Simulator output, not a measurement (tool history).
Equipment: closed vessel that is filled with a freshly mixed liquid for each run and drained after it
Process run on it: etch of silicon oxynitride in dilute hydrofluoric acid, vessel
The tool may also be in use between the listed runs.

run	hour	temperature setpoint of the liquid (°C)	parts of water to one part of 49 % hydrofluoric acid (parts by volume)	time in the liquid (s)	thickness taken off the silicon oxynitride on a monitor wafer (angstrom)
1	0	25	205	575	52.856
2	4.2	25	205	575	53.033
3	13.1	27	180	575	67.778
4	15.6	27	155	575	79.958
5	21.2	28.5	145	575	92.34
6	28	29.5	140	575	99.835

What will run 7 give?
7	30	33	105	575	?

{"run 7": {"thickness taken off the silicon oxynitride on a monitor wafer (angstrom)": 162.47}}
